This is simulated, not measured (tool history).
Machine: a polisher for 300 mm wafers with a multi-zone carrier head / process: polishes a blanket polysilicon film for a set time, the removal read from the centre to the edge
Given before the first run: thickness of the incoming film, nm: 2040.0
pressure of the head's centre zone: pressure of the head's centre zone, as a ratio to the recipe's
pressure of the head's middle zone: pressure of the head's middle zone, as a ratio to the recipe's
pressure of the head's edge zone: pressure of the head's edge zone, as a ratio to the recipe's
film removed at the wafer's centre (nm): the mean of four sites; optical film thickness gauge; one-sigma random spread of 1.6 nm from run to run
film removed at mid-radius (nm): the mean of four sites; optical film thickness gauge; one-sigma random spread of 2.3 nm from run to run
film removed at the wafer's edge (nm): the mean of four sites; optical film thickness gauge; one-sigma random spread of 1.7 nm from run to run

run	hour	flow of slurry (ml/min)	pressure of the head's centre zone	pressure of the head's middle zone	pressure of the head's edge zone	polishing time (s)	film removed at the wafer's centre (nm)	film removed at mid-radius (nm)	film removed at the wafer's edge (nm)
1	0.0	170	1.00	1.00	1.00	47	347.82	356.55	343.08
2	3.7	165	0.99	1.00	0.96	42	305.64	314.57	301.46
3	5.7	165	0.95	1.00	0.96	42	294.08	315.30	303.07
4	9.7	165	0.96	1.01	0.93	38	269.06	285.08	265.60
5	13.1	150	0.96	1.01	0.93	38	264.93	278.21	262.61
6	19.9	150	0.90	1.01	0.93	38	251.13	280.80	264.26

Predict the results of run 7:
7	25.4	145	0.91	1.01	0.90	36	?	?	?

Run 7 produced film removed at the wafer's centre (nm) 237.59, film removed at mid-radius (nm) 263.60, film removed at the wafer's edge (nm) 243.88.
